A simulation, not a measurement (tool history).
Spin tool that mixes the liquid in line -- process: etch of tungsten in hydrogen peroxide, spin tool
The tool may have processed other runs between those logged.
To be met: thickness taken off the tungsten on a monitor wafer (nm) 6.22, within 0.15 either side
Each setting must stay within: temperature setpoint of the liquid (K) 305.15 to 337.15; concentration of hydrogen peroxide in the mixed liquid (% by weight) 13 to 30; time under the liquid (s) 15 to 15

| run | hour | temperature setpoint of the liquid (K) | concentration of hydrogen peroxide in the mixed liquid (% by weight) | time under the liquid (s) | thickness taken off the tungsten on a monitor wafer (nm) |
|---|---|---|---|---|---|
| 1 | 0 | 321.15 | 26 | 15 | 14.663 |
| 2 | 5.7 | 318.65 | 26 | 15 | 12.567 |
| 3 | 10.3 | 318.65 | 30 | 15 | 13.286 |
| 4 | 11.3 | 318.65 | 30 | 15 | 13.179 |
|  | 16.2 | peroxide flow meter replaced |
| 5 | 16.2 | 318.65 | 30 | 15 | 13.267 |
| 6 | 18.2 | 318.65 | 30 | 15 | 13.027 |
| 7 | 20.7 | 316.65 | 30 | 15 | 11.47 |
| 8 | 25.3 | 315.15 | 30 | 15 | 10.472 |
| 9 | 26.6 | 313.65 | 30 | 15 | 9.536 |
| 10 | 34.3 | 312.65 | 30 | 15 | 8.9536 |
| 11 | 42 | 311.65 | 30 | 15 | 8.3861 |
| 12 | 49.8 | 310.65 | 30 | 15 | 7.8055 |
| 13 | 52 | 310.15 | 30 | 15 | 7.4684 |
| 14 | 60.8 | 309.65 | 30 | 15 | 7.2122 |
| 15 | 66.1 | 309.15 | 30 | 15 | 7.1316 |
| 16 | 73.2 | 308.65 | 30 | 15 | 6.7414 |
| 17 | 78.1 | 308.15 | 30 | 15 | 6.5616 |

Which single option among these 4 for the next run brings every result within its allowed miss of target? Just one does.
| A | 83 | 308.65 | 30 | 15 | ? |
| B | 83 | 309.15 | 30 | 15 | ? |
| C | 83 | 307.15 | 30 | 15 | ? |
| D | 83 | 309.65 | 30 | 15 | ? |

| move | thickness taken off the tungsten on a monitor wafer (nm) |
|---|---|
| A | 6.8565 |
| B | 7.0897 |
| C | 6.1979 |
| D | 7.33 |
A: moves away from the targets compared with the last run
B: moves away from the targets compared with the last run
C: each result inside its tolerance
D: moves away from the targets compared with the last run
Answer: C

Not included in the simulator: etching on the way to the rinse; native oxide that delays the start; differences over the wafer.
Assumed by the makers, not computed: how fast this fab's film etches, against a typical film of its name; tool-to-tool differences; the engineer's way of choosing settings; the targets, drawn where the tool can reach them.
